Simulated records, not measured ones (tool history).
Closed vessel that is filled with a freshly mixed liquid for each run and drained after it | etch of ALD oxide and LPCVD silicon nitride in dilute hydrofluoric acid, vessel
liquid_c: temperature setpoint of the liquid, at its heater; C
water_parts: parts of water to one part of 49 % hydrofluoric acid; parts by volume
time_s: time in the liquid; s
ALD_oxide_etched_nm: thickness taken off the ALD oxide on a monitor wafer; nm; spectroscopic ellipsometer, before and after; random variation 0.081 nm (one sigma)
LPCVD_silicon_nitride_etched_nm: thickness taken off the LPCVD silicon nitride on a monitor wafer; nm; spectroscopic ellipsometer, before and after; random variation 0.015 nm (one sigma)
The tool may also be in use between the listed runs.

run  hour  liquid_c  water_parts  time_s  ALD_oxide_etched_nm  LPCVD_silicon_nitride_etched_nm
  1   0.0      24.0          140     140               24.020                          0.61188
  2   1.5      22.5          150     140               20.808                          0.47351
  3   3.2      24.5          150     140               22.595                          0.55235
  4   7.3      24.5          150     170               27.551                          0.68647
  5  16.6      24.5          150     200               32.211                          0.74603
  6  25.4      24.5          150     230               37.171                          1.01820
  7  32.9      23.0          165     230               31.199                          0.77879
  8  34.7      19.5          220     230               19.555                          0.42385
  9  35.6      19.5          225     225               18.636                          0.39586
     42.9  -- thermometer replaced
 10  42.9      19.5          230     220               16.017                          0.37695
 11  49.4      19.5          235     220               15.534                          0.35629
 12  54.1      19.5          240     220               15.372                          0.33769
 13  57.7      19.5          245     220               14.891                          0.35097

Run 14 comes next. What will it give?
 14  59.4      19.0          245     220                    ?                                ?

{"run 14": {"ALD_oxide_etched_nm": 14.582, "LPCVD_silicon_nitride_etched_nm": 0.32513}}
